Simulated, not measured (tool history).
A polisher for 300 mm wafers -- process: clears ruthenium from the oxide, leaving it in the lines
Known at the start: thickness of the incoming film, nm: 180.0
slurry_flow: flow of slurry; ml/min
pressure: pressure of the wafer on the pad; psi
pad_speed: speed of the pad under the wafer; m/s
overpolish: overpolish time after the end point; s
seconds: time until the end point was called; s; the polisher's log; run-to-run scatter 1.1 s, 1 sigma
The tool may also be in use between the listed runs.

| run | hour | slurry_flow | pressure | pad_speed | overpolish | seconds |
|---|---|---|---|---|---|---|
| 1 | 0.0 | 190 | 2.5 | 0.82 | 9 | 149.82 |
| 2 | 3.4 | 190 | 2.5 | 0.82 | 9 | 150.89 |
| 3 | 4.4 | 190 | 2.5 | 0.82 | 9 | 150.32 |
| 4 | 13.3 | 195 | 2.6 | 0.82 | 9 | 144.01 |
| 5 | 21.1 | 195 | 2.6 | 0.82 | 9 | 144.75 |
| 6 | 27.5 | 195 | 2.7 | 0.82 | 9 | 137.54 |

Estimate the outcome of run 7 from the log above:
| 7 | 35.3 | 200 | 2.8 | 0.82 | 9 | ? |

{"run 7": {"seconds": 135.41}}

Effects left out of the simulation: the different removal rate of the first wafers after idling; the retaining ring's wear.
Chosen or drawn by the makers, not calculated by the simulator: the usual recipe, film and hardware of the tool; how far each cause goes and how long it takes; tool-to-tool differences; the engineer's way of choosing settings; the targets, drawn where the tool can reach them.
